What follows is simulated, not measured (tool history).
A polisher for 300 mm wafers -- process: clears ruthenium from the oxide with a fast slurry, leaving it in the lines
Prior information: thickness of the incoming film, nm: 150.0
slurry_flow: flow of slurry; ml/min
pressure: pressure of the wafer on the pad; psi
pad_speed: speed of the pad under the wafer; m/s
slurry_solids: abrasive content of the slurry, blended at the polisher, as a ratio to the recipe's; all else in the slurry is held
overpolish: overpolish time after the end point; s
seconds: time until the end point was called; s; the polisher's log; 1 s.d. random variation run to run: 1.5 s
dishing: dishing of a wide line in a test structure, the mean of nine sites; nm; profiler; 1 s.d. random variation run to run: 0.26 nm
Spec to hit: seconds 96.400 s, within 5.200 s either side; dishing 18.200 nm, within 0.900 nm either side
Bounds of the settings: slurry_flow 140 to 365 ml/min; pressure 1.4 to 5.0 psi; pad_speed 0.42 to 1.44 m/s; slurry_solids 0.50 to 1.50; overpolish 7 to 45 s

run 1 hour=0.0 | slurry_flow=235 pressure=3.2 pad_speed=0.92 slurry_solids=1.00 overpolish=23 | seconds=34.881 dishing=18.797
run 2 hour=6.6 | slurry_flow=235 pressure=3.2 pad_speed=0.92 slurry_solids=1.10 overpolish=23 | seconds=33.290 dishing=18.915
run 3 hour=7.8 | slurry_flow=235 pressure=3.2 pad_speed=0.74 slurry_solids=1.10 overpolish=23 | seconds=41.211 dishing=18.864
run 4 hour=10.2 | slurry_flow=235 pressure=3.0 pad_speed=0.72 slurry_solids=1.10 overpolish=23 | seconds=46.283 dishing=18.996
run 5 hour=17.2 | slurry_flow=235 pressure=3.0 pad_speed=0.88 slurry_solids=1.10 overpolish=23 | seconds=37.592 dishing=19.131
run 6 hour=22.9 | slurry_flow=255 pressure=3.0 pad_speed=0.88 slurry_solids=1.10 overpolish=23 | seconds=37.813 dishing=18.947
run 7 hour=27.5 | slurry_flow=260 pressure=2.8 pad_speed=0.84 slurry_solids=1.10 overpolish=21 | seconds=42.510 dishing=18.385
run 8 hour=28.9 | slurry_flow=260 pressure=2.6 pad_speed=0.80 slurry_solids=1.10 overpolish=22 | seconds=46.055 dishing=18.998
run 9 hour=32.0 | slurry_flow=260 pressure=2.5 pad_speed=0.76 slurry_solids=1.10 overpolish=20 | seconds=50.875 dishing=18.124
run 10 hour=33.6 | slurry_flow=260 pressure=2.4 pad_speed=0.72 slurry_solids=1.10 overpolish=21 | seconds=56.343 dishing=17.877
run 11 hour=39.4 | slurry_flow=260 pressure=2.3 pad_speed=0.70 slurry_solids=1.10 overpolish=23 | seconds=58.984 dishing=17.862
run 12 hour=40.3 | slurry_flow=250 pressure=2.2 pad_speed=0.66 slurry_solids=1.15 overpolish=25 | seconds=65.928 dishing=18.073
run 13 hour=40.9 | slurry_flow=245 pressure=2.1 pad_speed=0.66 slurry_solids=1.15 overpolish=26 | seconds=69.340 dishing=18.411
run 14 hour=43.2 | slurry_flow=245 pressure=2.0 pad_speed=0.66 slurry_solids=1.15 overpolish=26 | seconds=71.211 dishing=17.539
run 15 hour=48.8 | slurry_flow=240 pressure=2.1 pad_speed=0.42 slurry_solids=1.00 overpolish=37 | seconds=109.920 dishing=17.864
run 16 hour=56.2 | slurry_flow=240 pressure=2.3 pad_speed=0.42 slurry_solids=1.00 overpolish=38 | seconds=102.090 dishing=18.065

Exactly one of the 5 candidate moves below puts every result within its allowed miss. Which one?
run A hour=63.6 | slurry_flow=220 pressure=2.5 pad_speed=0.42 slurry_solids=0.80 overpolish=39 | seconds=? dishing=?
run B hour=63.6 | slurry_flow=235 pressure=2.1 pad_speed=0.42 slurry_solids=1.00 overpolish=41 | seconds=? dishing=?
run C hour=63.6 | slurry_flow=295 pressure=2.2 pad_speed=0.44 slurry_solids=1.15 overpolish=38 | seconds=? dishing=?
run D hour=63.6 | slurry_flow=265 pressure=2.0 pad_speed=0.42 slurry_solids=1.10 overpolish=37 | seconds=? dishing=?
run E hour=63.6 | slurry_flow=235 pressure=2.3 pad_speed=0.42 slurry_solids=0.90 overpolish=41 | seconds=? dishing=?

move=A seconds=107.780 dishing=18.441
move=B seconds=112.290 dishing=18.472
move=C seconds=94.420 dishing=18.775
move=D seconds=111.210 dishing=18.129
move=E seconds=108.690 dishing=18.579
A: moves away from the targets compared with the last run
B: moves away from the targets compared with the last run
C: in spec on every target
D: moves away from the targets compared with the last run
E: moves away from the targets compared with the last run
The move that meets every target is C.
